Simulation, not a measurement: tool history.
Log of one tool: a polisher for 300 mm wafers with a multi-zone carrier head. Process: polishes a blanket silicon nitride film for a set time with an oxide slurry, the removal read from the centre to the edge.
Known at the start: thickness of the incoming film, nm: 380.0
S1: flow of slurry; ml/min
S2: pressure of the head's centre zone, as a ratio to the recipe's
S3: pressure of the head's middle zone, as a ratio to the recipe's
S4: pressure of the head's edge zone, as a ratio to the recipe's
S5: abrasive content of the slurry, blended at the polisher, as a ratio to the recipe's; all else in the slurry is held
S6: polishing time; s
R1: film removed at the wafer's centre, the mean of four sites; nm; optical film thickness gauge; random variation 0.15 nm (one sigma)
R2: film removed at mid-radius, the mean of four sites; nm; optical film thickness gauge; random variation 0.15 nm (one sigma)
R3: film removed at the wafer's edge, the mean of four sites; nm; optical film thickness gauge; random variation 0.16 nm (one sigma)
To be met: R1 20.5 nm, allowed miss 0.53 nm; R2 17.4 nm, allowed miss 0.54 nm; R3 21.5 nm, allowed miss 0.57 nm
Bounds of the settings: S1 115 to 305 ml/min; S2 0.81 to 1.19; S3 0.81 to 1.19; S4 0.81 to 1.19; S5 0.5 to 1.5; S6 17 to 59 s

{"run": 1, "hour": 0.0, "S1": 195, "S2": 1, "S3": 1, "S4": 1, "S5": 1, "S6": 38, "R1": 21.667, "R2": 21.194, "R3": 22.371}
{"run": 2, "hour": 5.2, "S1": 185, "S2": 1, "S3": 0.97, "S4": 1, "S5": 1, "S6": 38, "R1": 21.5, "R2": 20.855, "R3": 22.295}
{"run": 3, "hour": 10.1, "S1": 185, "S2": 1, "S3": 0.97, "S4": 1, "S5": 1.1, "S6": 38, "R1": 22.456, "R2": 21.617, "R3": 23.34}
{"run": 4, "hour": 18.2, "S1": 180, "S2": 1, "S3": 0.94, "S4": 1, "S5": 1.05, "S6": 38, "R1": 21.708, "R2": 20.314, "R3": 22.814}
{"run": 5, "hour": 26.9, "S1": 175, "S2": 1, "S3": 0.92, "S4": 0.99, "S5": 1.05, "S6": 38, "R1": 21.656, "R2": 20.116, "R3": 22.714}
{"run": 6, "hour": 27.6, "S1": 175, "S2": 1, "S3": 0.98, "S4": 0.99, "S5": 1.05, "S6": 38, "R1": 21.901, "R2": 21.218, "R3": 22.767}
{"run": 7, "hour": 28.5, "S1": 170, "S2": 1, "S3": 0.95, "S4": 0.99, "S5": 1.05, "S6": 38, "R1": 21.585, "R2": 20.602, "R3": 22.462}
{"run": 8, "hour": 34.8, "S1": 165, "S2": 1, "S3": 0.93, "S4": 0.99, "S5": 1.05, "S6": 38, "R1": 21.671, "R2": 20.329, "R3": 22.173}
{"run": 9, "hour": 35.4, "S1": 165, "S2": 1, "S3": 0.91, "S4": 1, "S5": 1.05, "S6": 38, "R1": 21.887, "R2": 19.558, "R3": 22.518}
{"run": 10, "hour": 41.8, "S1": 160, "S2": 0.99, "S3": 0.9, "S4": 1, "S5": 1.05, "S6": 38, "R1": 21.327, "R2": 19.498, "R3": 22.443}
{"run": 11, "hour": 42.8, "S1": 155, "S2": 0.99, "S3": 0.88, "S4": 1, "S5": 1.05, "S6": 38, "R1": 21.133, "R2": 19.212, "R3": 22.378}
{"run": 12, "hour": 44.1, "S1": 150, "S2": 0.99, "S3": 0.87, "S4": 1, "S5": 1.05, "S6": 38, "R1": 21.016, "R2": 18.797, "R3": 22.295}
{"run": 13, "hour": 48.2, "S1": 145, "S2": 0.99, "S3": 0.86, "S4": 1, "S5": 1.05, "S6": 38, "R1": 20.891, "R2": 18.692, "R3": 22.445}
{"run": 14, "hour": 55.8, "S1": 145, "S2": 0.99, "S3": 0.85, "S4": 1, "S5": 1.05, "S6": 38, "R1": 21.186, "R2": 18.409, "R3": 22.034}
{"run": 15, "hour": 59.1, "S1": 120, "S2": 0.97, "S3": 0.81, "S4": 1, "S5": 1.05, "S6": 38, "R1": 19.863, "R2": 17.542, "R3": 21.676}

4 next moves are on the table. One of them brings every result within its allowed miss. Which?
{"run": "A", "hour": 62.4, "S1": 135, "S2": 0.97, "S3": 0.92, "S4": 1, "S5": 1.1, "S6": 36, "R1": "?", "R2": "?", "R3": "?"}
{"run": "B", "hour": 62.4, "S1": 125, "S2": 1.03, "S3": 0.86, "S4": 1.05, "S5": 1.15, "S6": 35, "R1": "?", "R2": "?", "R3": "?"}
{"run": "C", "hour": 62.4, "S1": 115, "S2": 0.93, "S3": 0.83, "S4": 1.03, "S5": 0.95, "S6": 39, "R1": "?", "R2": "?", "R3": "?"}
{"run": "D", "hour": 62.4, "S1": 125, "S2": 0.93, "S3": 0.82, "S4": 1, "S5": 1.4, "S6": 34, "R1": "?", "R2": "?", "R3": "?"}

move=A R1=19.662 R2=18.957 R3=21.35
move=B R1=20.408 R2=17.621 R3=21.488
move=C R1=18.685 R2=17.45 R3=21.722
move=D R1=19.268 R2=17.803 R3=21.97
A: further off than the last run
B: meets every target
C: further off than the last run
D: further off than the last run
The right move is B.
